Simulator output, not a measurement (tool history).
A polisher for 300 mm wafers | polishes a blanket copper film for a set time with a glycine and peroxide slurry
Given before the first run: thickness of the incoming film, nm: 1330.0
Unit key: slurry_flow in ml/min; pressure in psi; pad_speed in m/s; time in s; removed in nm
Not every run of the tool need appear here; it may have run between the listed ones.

run	day	slurry_flow	pressure	pad_speed	time	removed
1	0.000	145	2.8	0.78	30	148.00
2	0.317	150	3.0	0.80	30	163.58
3	0.533	150	3.0	0.80	30	160.96
4	0.575	155	3.2	0.82	30	170.97
5	0.850	180	3.2	0.82	30	177.17
6	1.104	180	3.2	0.82	26	149.46

Estimate the outcome of run 7 from the log above:
7	1.346	180	3.4	0.86	26	?

Run 7 gave removed 163.53 nm.
